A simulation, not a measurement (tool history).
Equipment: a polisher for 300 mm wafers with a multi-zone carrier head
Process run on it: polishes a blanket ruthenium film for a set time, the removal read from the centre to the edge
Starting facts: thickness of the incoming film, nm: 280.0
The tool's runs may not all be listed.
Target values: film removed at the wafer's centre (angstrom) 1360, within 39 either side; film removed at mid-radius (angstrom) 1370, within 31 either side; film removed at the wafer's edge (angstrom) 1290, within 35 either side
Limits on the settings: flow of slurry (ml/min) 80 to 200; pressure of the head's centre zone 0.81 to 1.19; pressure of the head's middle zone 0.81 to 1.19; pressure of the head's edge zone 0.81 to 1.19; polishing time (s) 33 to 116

run  hour  flow of slurry (ml/min)  pressure of the head's centre zone  pressure of the head's middle zone  pressure of the head's edge zone  polishing time (s)  film removed at the wafer's centre (angstrom)  film removed at mid-radius (angstrom)  film removed at the wafer's edge (angstrom)
  1     0                      130                                   1                                   1                                 1                  74                                         946.14                                 958.97                                       996.73
  2     2                      150                                1.04                                1.06                              1.05                  77                                         1081.5                                 1088.5                                       1093.4
  3   4.5                      165                                1.06                                 1.1                              1.09                  79                                           1156                                 1175.9                                         1145
  4     8                      185                                1.06                                 1.1                              1.09                  79                                         1184.3                                   1205                                       1151.2
  5  11.1                      185                                1.06                                 1.1                              1.13                  79                                         1186.1                                 1206.3                                       1185.7
  6  16.6                      200                                1.06                                 1.1                              1.13                  79                                         1186.2                                 1222.1                                       1172.5
  7  21.7                      195                                1.08                                1.12                              1.14                  81                                           1241                                 1257.8                                       1226.3
  8  30.4                      195                                1.09                                1.14                              1.14                  82                                         1282.1                                 1276.2                                       1256.5

Next run, 4 choices. One meets every target within its allowed miss, the rest don't. Which?
  A  39.1                      195                                1.12                                1.18                              1.14                  85                                              ?                                      ?                                            ?
  B  39.1                      135                                1.06                                1.02                              1.19                  89                                              ?                                      ?                                            ?
  C  39.1                      200                                1.03                                1.14                              0.96                  87                                              ?                                      ?                                            ?
  D  39.1                      200                                1.14                                1.08                              1.07                  84                                              ?                                      ?                                            ?

move  film removed at the wafer's centre (angstrom)  film removed at mid-radius (angstrom)  film removed at the wafer's edge (angstrom)
   A                                         1351.7                                 1378.7                                       1285.7
   B                                         1236.8                                 1188.6                                         1311
   C                                         1276.7                                 1376.1                                       1212.9
   D                                         1364.7                                 1267.5                                       1235.5
A: meets every target
B: moves away from the targets compared with the last run
C: puts the biggest miss on target and leaves a different result outside tolerance
D: moves away from the targets compared with the last run
Move A is the one to make.
